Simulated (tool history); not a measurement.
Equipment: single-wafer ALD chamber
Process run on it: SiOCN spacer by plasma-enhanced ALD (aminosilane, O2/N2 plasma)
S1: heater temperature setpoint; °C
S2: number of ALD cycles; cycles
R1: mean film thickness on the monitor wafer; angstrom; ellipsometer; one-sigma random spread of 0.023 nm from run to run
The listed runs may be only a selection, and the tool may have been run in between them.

Run 1, hour 0: S1 415 °C, S2 113 cycles. Result: R1 67.663 angstrom.
Run 2, hour 6: S1 414 °C, S2 116 cycles. Result: R1 70.251 angstrom.
Run 3, hour 7: S1 407 °C, S2 116 cycles. Result: R1 71.961 angstrom.
Run 4, hour 12.3: S1 406 °C, S2 117 cycles. Result: R1 72.507 angstrom.
Run 5, hour 17.8: S1 405 °C, S2 118 cycles. Result: R1 73.325 angstrom.
Run 6, hour 25.1: S1 404 °C, S2 119 cycles. Result: R1 74.639 angstrom.
Run 7, hour 30.5: S1 403 °C, S2 120 cycles. Result: R1 75.536 angstrom.

Estimate the outcome of run 8 from the log above:
Run 8, hour 36.5: S1 403 °C, S2 121 cycles. Result: R1 ?.

R1: 75.336 angstrom
